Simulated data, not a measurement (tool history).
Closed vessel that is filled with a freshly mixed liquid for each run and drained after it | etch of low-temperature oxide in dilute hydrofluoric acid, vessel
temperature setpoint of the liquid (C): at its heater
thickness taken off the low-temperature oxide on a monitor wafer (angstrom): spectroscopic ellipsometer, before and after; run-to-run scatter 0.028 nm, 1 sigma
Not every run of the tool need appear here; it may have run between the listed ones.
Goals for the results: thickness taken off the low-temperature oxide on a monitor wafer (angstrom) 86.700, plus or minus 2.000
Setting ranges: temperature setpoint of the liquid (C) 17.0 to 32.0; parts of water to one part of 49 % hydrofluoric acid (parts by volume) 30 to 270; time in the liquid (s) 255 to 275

run,day,temperature setpoint of the liquid (C),parts of water to one part of 49 % hydrofluoric acid (parts by volume),time in the liquid (s),thickness taken off the low-temperature oxide on a monitor wafer (angstrom)
1,0.000,24.0,150,255,171.340
2,0.100,22.5,160,255,150.560
3,0.146,22.5,160,255,150.470
4,0.442,21.0,160,255,142.970
5,0.492,20.0,170,255,127.320
6,0.804,19.5,180,255,116.300
7,0.879,19.5,180,255,117.210
8,1.250,19.0,185,255,111.160
9,1.288,18.5,190,255,105.030

Exercise: of the 5 proposed moves below, exactly one satisfies all targets within the stated allowed misses. Which move is it?
A,1.325,19.5,220,265,?
B,1.325,17.5,200,260,?
C,1.325,17.5,210,270,?
D,1.325,21.0,240,255,?
E,1.325,18.0,255,275,?

move,thickness taken off the low-temperature oxide on a monitor wafer (angstrom)
A,95.641
B,97.278
C,95.327
D,87.597
E,78.285
A: closes in on the targets versus the last run, not all within tolerance yet
B: closes in on the targets versus the last run, not all within tolerance yet
C: closes in on the targets versus the last run, not all within tolerance yet
D: every result within its allowed miss
E: takes the result that was furthest off past its target
Move D is the one to make.
